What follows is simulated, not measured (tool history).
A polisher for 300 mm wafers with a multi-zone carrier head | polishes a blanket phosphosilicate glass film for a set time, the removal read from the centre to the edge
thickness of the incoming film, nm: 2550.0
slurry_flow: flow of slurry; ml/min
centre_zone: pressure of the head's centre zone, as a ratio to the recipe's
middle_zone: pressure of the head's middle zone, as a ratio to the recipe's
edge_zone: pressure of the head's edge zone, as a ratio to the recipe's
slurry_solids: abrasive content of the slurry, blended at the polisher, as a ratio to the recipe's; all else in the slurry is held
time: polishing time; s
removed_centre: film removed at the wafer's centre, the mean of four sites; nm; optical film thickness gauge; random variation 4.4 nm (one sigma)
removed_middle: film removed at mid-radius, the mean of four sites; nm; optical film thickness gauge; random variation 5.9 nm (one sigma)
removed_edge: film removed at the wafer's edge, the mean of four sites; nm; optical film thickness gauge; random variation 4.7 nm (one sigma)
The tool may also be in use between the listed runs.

run,hour,slurry_flow,centre_zone,middle_zone,edge_zone,slurry_solids,time,removed_centre,removed_middle,removed_edge
1,0,200,1,1,1,1,46,531.68,535.51,557.64
2,8.1,195,0.98,1.01,0.98,1,46,502.4,544.86,554.6
3,13.5,195,0.98,1.01,0.96,0.95,46,494.76,519.27,543.49
4,14.2,195,0.98,1.04,0.95,0.9,46,490.65,530.57,511.45
5,15,195,0.98,1.04,0.95,1.1,46,535.66,569.24,557.92
6,21.9,195,0.98,1.04,0.95,1.25,46,558.74,609.19,594.09
7,29.7,190,0.97,1.04,0.93,1.2,46,545.74,587.77,576.31
8,35.7,185,0.96,1.05,0.92,1.15,46,540.31,587.24,552.79
9,41.4,185,0.96,1.05,0.92,1.15,46,530.9,583.07,563.36
10,45.9,185,0.95,1.06,0.91,1.1,46,518.99,582,549.5

Run 11 comes next. What will it give?
11,52.3,185,0.95,1.06,0.91,1.1,46,?,?,?

{"run 11": {"removed_centre": 526.27, "removed_middle": 581.89, "removed_edge": 553.77}}
